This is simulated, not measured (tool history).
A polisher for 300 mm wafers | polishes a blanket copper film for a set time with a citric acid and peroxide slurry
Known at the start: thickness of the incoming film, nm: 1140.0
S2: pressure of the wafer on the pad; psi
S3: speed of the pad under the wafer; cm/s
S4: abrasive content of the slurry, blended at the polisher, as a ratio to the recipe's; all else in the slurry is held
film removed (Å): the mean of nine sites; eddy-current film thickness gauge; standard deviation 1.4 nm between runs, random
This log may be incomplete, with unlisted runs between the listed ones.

Run 1, day 0: flow of slurry (ml/min) 160, S2 3 psi, S3 116 cm/s, S4 1, polishing time (s) 50. Result: film removed (Å) 1228.8.
Run 2, day 0.154: flow of slurry (ml/min) 160, S2 3 psi, S3 116 cm/s, S4 1.1, polishing time (s) 50. Result: film removed (Å) 1279.9.
Run 3, day 0.217: flow of slurry (ml/min) 170, S2 3.2 psi, S3 116 cm/s, S4 1.1, polishing time (s) 50. Result: film removed (Å) 1336.3.
Run 4, day 0.417: flow of slurry (ml/min) 170, S2 3.4 psi, S3 116 cm/s, S4 1.1, polishing time (s) 50. Result: film removed (Å) 1449.8.
Run 5, day 0.608: flow of slurry (ml/min) 195, S2 3.4 psi, S3 116 cm/s, S4 1.1, polishing time (s) 50. Result: film removed (Å) 1459.8.
Run 6, day 0.975: flow of slurry (ml/min) 195, S2 3.4 psi, S3 116 cm/s, S4 1.1, polishing time (s) 44. Result: film removed (Å) 1290.7.
Run 7, day 1.004: flow of slurry (ml/min) 195, S2 3.6 psi, S3 116 cm/s, S4 1.1, polishing time (s) 44. Result: film removed (Å) 1364.2.
Run 8, day 1.075: flow of slurry (ml/min) 195, S2 3.8 psi, S3 116 cm/s, S4 1.1, polishing time (s) 44. Result: film removed (Å) 1444.9.
Run 9, day 1.417: flow of slurry (ml/min) 195, S2 3.9 psi, S3 116 cm/s, S4 1.1, polishing time (s) 44. Result: film removed (Å) 1471.6.

Estimate the outcome of run 10 from the log above:
Run 10, day 1.633: flow of slurry (ml/min) 195, S2 4 psi, S3 116 cm/s, S4 1.1, polishing time (s) 44. Result: film removed (Å) ?.

Run 10 came out at film removed (Å) 1514.
